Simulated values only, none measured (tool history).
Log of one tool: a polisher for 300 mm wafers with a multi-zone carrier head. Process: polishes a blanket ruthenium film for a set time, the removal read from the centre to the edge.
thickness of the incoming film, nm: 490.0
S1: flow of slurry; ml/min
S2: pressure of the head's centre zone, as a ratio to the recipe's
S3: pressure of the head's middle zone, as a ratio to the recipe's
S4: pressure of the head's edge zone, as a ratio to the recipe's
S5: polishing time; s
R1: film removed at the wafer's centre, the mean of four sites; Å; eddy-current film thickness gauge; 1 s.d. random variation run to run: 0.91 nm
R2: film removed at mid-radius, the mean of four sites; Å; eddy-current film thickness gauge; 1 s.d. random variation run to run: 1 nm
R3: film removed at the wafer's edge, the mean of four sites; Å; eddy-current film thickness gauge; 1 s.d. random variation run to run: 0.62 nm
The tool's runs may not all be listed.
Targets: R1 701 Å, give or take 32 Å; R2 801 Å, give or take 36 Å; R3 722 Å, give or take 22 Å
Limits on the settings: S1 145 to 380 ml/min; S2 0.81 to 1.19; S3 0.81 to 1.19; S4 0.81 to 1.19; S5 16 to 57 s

run 1 day=0 | S1=245 S2=1 S3=1 S4=1 S5=36 | R1=592.16 R2=590.63 R3=570.21
run 2 day=0.171 | S1=245 S2=1 S3=1 S4=1.07 S5=36 | R1=587.64 R2=584.86 R3=597.39
run 3 day=0.329 | S1=250 S2=1 S3=1.02 S4=1.08 S5=37 | R1=594.97 R2=604.13 R3=620.74
run 4 day=0.388 | S1=250 S2=0.93 S3=1.02 S4=1.08 S5=37 | R1=559.69 R2=615.43 R3=613.99
run 5 day=0.733 | S1=255 S2=0.94 S3=1.04 S4=1.08 S5=38 | R1=579.01 R2=658.39 R3=635.23
run 6 day=0.8 | S1=260 S2=0.96 S3=1.05 S4=1.08 S5=38 | R1=591.97 R2=648.65 R3=631
run 7 day=0.921 | S1=260 S2=0.97 S3=1.06 S4=1.08 S5=39 | R1=616.94 R2=672.3 R3=644.49
run 8 day=1.133 | S1=260 S2=0.97 S3=1.07 S4=1.09 S5=39 | R1=619.77 R2=677.43 R3=650.69
run 9 day=1.279 | S1=260 S2=0.97 S3=1.08 S4=1.1 S5=39 | R1=636 R2=696.48 R3=649.46
run 10 day=1.65 | S1=260 S2=0.97 S3=1.09 S4=1.11 S5=39 | R1=615.99 R2=681.78 R3=659.7
run 11 day=1.867 | S1=265 S2=0.97 S3=1.1 S4=1.11 S5=39 | R1=615.63 R2=671.73 R3=660.06
run 12 day=1.896 | S1=265 S2=0.97 S3=1.1 S4=1.1 S5=40 | R1=639.35 R2=707.74 R3=672.32
run 13 day=1.946 | S1=265 S2=0.97 S3=1.11 S4=1.1 S5=40 | R1=643.29 R2=722.66 R3=677.59
run 14 day=2.058 | S1=265 S2=0.97 S3=1.12 S4=1.1 S5=40 | R1=643.85 R2=716.29 R3=678.13
run 15 day=2.367 | S1=265 S2=0.97 S3=1.13 S4=1.1 S5=40 | R1=621.94 R2=719.42 R3=662.19
run 16 day=2.708 | S1=270 S2=0.97 S3=1.14 S4=1.1 S5=40 | R1=645.61 R2=739.07 R3=678.96
run 17 day=3.054 | S1=275 S2=0.97 S3=1.15 S4=1.1 S5=40 | R1=623.38 R2=730.73 R3=666.78

Which of these 4 next moves meets every target?
run A day=3.4 | S1=275 S2=0.89 S3=1.19 S4=0.88 S5=48 | R1=? R2=? R3=?
run B day=3.4 | S1=270 S2=0.82 S3=1.19 S4=1.01 S5=45 | R1=? R2=? R3=?
run C day=3.4 | S1=170 S2=0.99 S3=1.16 S4=1.05 S5=46 | R1=? R2=? R3=?
run D day=3.4 | S1=240 S2=0.85 S3=1.19 S4=0.83 S5=46 | R1=? R2=? R3=?

move=A R1=719.13 R2=924.27 R3=729.77
move=B R1=620.4 R2=864.84 R3=728.7
move=C R1=705.04 R2=806.14 R3=720.41
move=D R1=646.46 R2=871.33 R3=672.75
A: brings the result that was furthest off to its target, and leaves another outside
B: brings the result that was furthest off to its target, and leaves another outside
C: in spec on every target
D: closer than the last run, but not yet in spec
The right move is C.
